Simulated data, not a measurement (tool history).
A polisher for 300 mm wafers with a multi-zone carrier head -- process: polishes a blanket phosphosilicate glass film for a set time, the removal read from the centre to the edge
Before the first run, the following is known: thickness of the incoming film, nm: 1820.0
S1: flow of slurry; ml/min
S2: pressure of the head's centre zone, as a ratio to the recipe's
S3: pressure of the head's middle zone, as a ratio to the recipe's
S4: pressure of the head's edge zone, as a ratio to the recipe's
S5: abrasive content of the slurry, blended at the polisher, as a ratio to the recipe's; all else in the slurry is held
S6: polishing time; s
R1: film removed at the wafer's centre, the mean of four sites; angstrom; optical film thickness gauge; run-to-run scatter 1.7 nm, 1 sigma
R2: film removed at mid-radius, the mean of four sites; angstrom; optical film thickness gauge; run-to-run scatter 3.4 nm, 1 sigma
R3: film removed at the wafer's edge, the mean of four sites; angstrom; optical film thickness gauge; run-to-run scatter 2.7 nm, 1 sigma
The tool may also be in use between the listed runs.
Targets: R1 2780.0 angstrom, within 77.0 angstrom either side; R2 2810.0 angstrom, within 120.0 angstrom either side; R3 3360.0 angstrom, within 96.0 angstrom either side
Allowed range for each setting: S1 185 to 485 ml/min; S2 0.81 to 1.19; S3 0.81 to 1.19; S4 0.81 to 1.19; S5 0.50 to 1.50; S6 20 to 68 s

| run | hour | S1 | S2 | S3 | S4 | S5 | S6 | R1 | R2 | R3 |
|---|---|---|---|---|---|---|---|---|---|---|
| 1 | 0.0 | 310 | 1.00 | 1.00 | 1.00 | 1.00 | 44 | 2822.1 | 2830.9 | 2832.2 |
| 2 | 2.5 | 310 | 0.99 | 0.99 | 1.02 | 1.00 | 44 | 2788.2 | 2835.6 | 2881.8 |
| 3 | 3.6 | 390 | 0.99 | 0.99 | 1.02 | 1.00 | 44 | 2849.6 | 2916.7 | 2912.7 |
| 4 | 10.3 | 460 | 0.99 | 0.99 | 1.02 | 1.00 | 44 | 2920.3 | 2973.3 | 2935.0 |
| 5 | 12.2 | 460 | 0.99 | 0.99 | 1.02 | 1.00 | 37 | 2455.6 | 2440.2 | 2494.5 |
| 6 | 19.2 | 455 | 0.98 | 0.98 | 1.03 | 1.05 | 37 | 2461.2 | 2514.5 | 2542.0 |
| 7 | 22.5 | 440 | 0.98 | 0.96 | 1.05 | 1.10 | 37 | 2472.4 | 2497.5 | 2637.1 |
| 8 | 30.1 | 435 | 0.98 | 0.95 | 1.06 | 1.15 | 37 | 2528.8 | 2498.0 | 2667.9 |
| 9 | 37.2 | 430 | 0.97 | 0.94 | 1.07 | 1.20 | 37 | 2580.0 | 2498.5 | 2732.5 |
| 10 | 42.7 | 425 | 0.96 | 0.94 | 1.08 | 1.25 | 37 | 2572.6 | 2571.3 | 2758.7 |
| 11 | 50.3 | 420 | 0.95 | 0.93 | 1.09 | 1.30 | 38 | 2651.2 | 2599.8 | 2957.3 |
|  | 55.9 | worn pad replaced by a new one |
| 12 | 55.9 | 425 | 0.93 | 0.98 | 1.18 | 1.45 | 38 | 3030.8 | 3177.8 | 3519.6 |
| 13 | 61.7 | 420 | 0.93 | 0.97 | 1.18 | 1.45 | 38 | 3003.6 | 3151.2 | 3442.6 |
| 14 | 62.4 | 415 | 0.92 | 0.96 | 1.18 | 1.45 | 38 | 2960.1 | 3111.2 | 3451.5 |

Which one of the following 4 next-run settings gets every result inside its allowed miss? There is exactly one.
| A | 63.1 | 350 | 0.97 | 1.07 | 1.13 | 1.50 | 36 | ? | ? | ? |
| B | 63.1 | 480 | 0.92 | 1.01 | 1.15 | 1.45 | 40 | ? | ? | ? |
| C | 63.1 | 360 | 0.81 | 1.09 | 1.17 | 1.25 | 42 | ? | ? | ? |
| D | 63.1 | 475 | 0.88 | 0.88 | 1.19 | 1.50 | 36 | ? | ? | ? |

| move | R1 | R2 | R3 |
|---|---|---|---|
| A | 2927.2 | 3151.2 | 3239.2 |
| B | 3163.7 | 3384.6 | 3658.3 |
| C | 2787.6 | 3506.6 | 3608.0 |
| D | 2777.9 | 2764.5 | 3392.8 |
A: its largest miss is bigger than the last run's
B: its largest miss is bigger than the last run's
C: its largest miss is bigger than the last run's
D: hits every target within its allowed miss
The right move is D.

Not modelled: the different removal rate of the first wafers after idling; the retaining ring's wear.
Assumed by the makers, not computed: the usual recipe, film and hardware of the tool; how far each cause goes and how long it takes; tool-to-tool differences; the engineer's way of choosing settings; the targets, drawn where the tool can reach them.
